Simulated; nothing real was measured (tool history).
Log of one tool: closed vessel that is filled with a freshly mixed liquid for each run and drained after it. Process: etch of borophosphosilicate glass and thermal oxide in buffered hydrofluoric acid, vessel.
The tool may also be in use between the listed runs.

run	hour	temperature setpoint of the liquid (C)	parts of 40 % ammonium fluoride to one part of 49 % hydrofluoric acid (parts by volume)	time in the liquid (s)	thickness taken off the borophosphosilicate glass on a monitor wafer (angstrom)	thickness taken off the thermal oxide on a monitor wafer (angstrom)
1	0	21	12.5	60	606.4	417.8
2	8.4	20.5	13	60	564.85	385.67
3	10.9	20.5	13	80	749.08	512.4
4	18.1	20.5	13	65	608.61	413.3
5	25.7	23.5	13	65	713.91	493.37
6	29.5	20.5	13	65	611.88	420.08
7	34.3	20	13.5	65	571.03	392.5
8	38.9	19.5	14	65	540.47	365.28
9	43.1	19	14.5	65	500.09	346.36

Run 10 comes next. What will it give?
10	51.2	18.5	14.5	65	?	?

thickness taken off the borophosphosilicate glass on a monitor wafer (angstrom): 489.73
thickness taken off the thermal oxide on a monitor wafer (angstrom): 334.04
